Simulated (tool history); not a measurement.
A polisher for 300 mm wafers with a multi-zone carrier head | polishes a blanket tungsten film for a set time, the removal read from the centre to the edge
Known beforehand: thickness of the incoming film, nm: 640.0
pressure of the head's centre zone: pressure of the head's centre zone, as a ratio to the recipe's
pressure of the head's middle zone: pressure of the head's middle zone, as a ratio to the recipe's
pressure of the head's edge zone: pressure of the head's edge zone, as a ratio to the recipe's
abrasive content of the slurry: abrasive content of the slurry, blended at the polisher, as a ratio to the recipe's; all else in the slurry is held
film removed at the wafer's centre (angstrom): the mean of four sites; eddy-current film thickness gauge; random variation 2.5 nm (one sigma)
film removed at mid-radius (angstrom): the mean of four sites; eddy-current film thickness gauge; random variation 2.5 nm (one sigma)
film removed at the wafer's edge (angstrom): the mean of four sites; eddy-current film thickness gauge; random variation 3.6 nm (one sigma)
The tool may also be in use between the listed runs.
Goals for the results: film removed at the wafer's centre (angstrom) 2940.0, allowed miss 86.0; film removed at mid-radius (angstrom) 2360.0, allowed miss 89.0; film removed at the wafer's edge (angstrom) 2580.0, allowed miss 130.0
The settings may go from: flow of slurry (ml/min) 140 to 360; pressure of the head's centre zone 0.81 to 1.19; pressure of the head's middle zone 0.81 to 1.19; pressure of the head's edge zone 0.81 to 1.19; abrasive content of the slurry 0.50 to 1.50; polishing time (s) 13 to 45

| run | hour | flow of slurry (ml/min) | pressure of the head's centre zone | pressure of the head's middle zone | pressure of the head's edge zone | abrasive content of the slurry | polishing time (s) | film removed at the wafer's centre (angstrom) | film removed at mid-radius (angstrom) | film removed at the wafer's edge (angstrom) |
|---|---|---|---|---|---|---|---|---|---|---|
| 1 | 0.0 | 230 | 1.00 | 1.00 | 1.00 | 1.00 | 29 | 2531.5 | 2596.8 | 2602.6 |
| 2 | 7.2 | 240 | 1.03 | 0.98 | 1.00 | 1.00 | 29 | 2647.3 | 2605.9 | 2630.5 |
| 3 | 15.7 | 245 | 1.05 | 0.95 | 0.99 | 1.00 | 29 | 2682.9 | 2523.8 | 2685.6 |
| 4 | 21.2 | 245 | 1.05 | 0.95 | 0.99 | 1.15 | 29 | 2711.9 | 2561.1 | 2635.3 |
| 5 | 25.2 | 245 | 1.05 | 0.95 | 0.99 | 1.15 | 22 | 2046.3 | 1993.7 | 2015.5 |
| 6 | 33.2 | 255 | 1.08 | 0.94 | 1.00 | 1.15 | 23 | 2227.8 | 2071.3 | 2138.6 |
| 7 | 39.6 | 265 | 1.10 | 0.93 | 1.01 | 1.15 | 24 | 2365.6 | 2123.7 | 2228.2 |
| 8 | 44.6 | 270 | 1.12 | 0.93 | 1.02 | 1.15 | 25 | 2547.5 | 2229.6 | 2363.4 |
| 9 | 52.2 | 275 | 1.13 | 0.93 | 1.03 | 1.15 | 25 | 2552.0 | 2241.3 | 2376.9 |
| 10 | 57.3 | 280 | 1.14 | 0.92 | 1.03 | 1.15 | 25 | 2629.1 | 2182.4 | 2339.0 |
| 11 | 65.1 | 280 | 1.15 | 0.92 | 1.05 | 1.20 | 25 | 2635.6 | 2266.3 | 2492.1 |
| 12 | 73.2 | 290 | 1.16 | 0.92 | 1.05 | 1.20 | 25 | 2693.2 | 2274.9 | 2430.5 |
| 13 | 80.5 | 295 | 1.17 | 0.91 | 1.05 | 1.20 | 25 | 2691.3 | 2252.7 | 2446.3 |
| 14 | 82.4 | 295 | 1.17 | 0.90 | 1.04 | 1.20 | 25 | 2690.0 | 2209.9 | 2468.7 |
| 15 | 84.3 | 295 | 1.17 | 0.90 | 1.03 | 1.20 | 25 | 2697.4 | 2251.6 | 2379.5 |
| 16 | 89.8 | 300 | 1.17 | 0.89 | 1.03 | 1.20 | 25 | 2714.3 | 2207.6 | 2426.5 |
| 17 | 94.4 | 305 | 1.17 | 0.89 | 1.03 | 1.20 | 25 | 2721.9 | 2199.3 | 2399.8 |
| 18 | 99.7 | 310 | 1.17 | 0.89 | 1.03 | 1.20 | 25 | 2707.1 | 2163.6 | 2380.9 |
| 19 | 101.6 | 315 | 1.17 | 0.89 | 1.03 | 1.20 | 25 | 2708.9 | 2196.3 | 2392.0 |

Exactly one of the 4 candidate moves below puts every result within its allowed miss. Which one?
| A | 103.5 | 305 | 1.18 | 0.92 | 1.07 | 1.25 | 25 | ? | ? | ? |
| B | 103.5 | 285 | 1.14 | 0.89 | 1.10 | 1.20 | 26 | ? | ? | ? |
| C | 103.5 | 360 | 1.17 | 0.88 | 0.99 | 1.40 | 26 | ? | ? | ? |
| D | 103.5 | 360 | 1.19 | 0.81 | 1.03 | 1.15 | 29 | ? | ? | ? |

| move | film removed at the wafer's centre (angstrom) | film removed at mid-radius (angstrom) | film removed at the wafer's edge (angstrom) |
|---|---|---|---|
| A | 2764.1 | 2278.6 | 2493.6 |
| B | 2737.0 | 2278.6 | 2599.0 |
| C | 2955.3 | 2371.2 | 2579.0 |
| D | 3226.6 | 2388.9 | 2825.7 |
A: better than the last run, though not everything is in spec
B: better than the last run, though not everything is in spec
C: every result within its allowed miss
D: takes the biggest miss from the last run beyond its target
The move that meets every target is C.
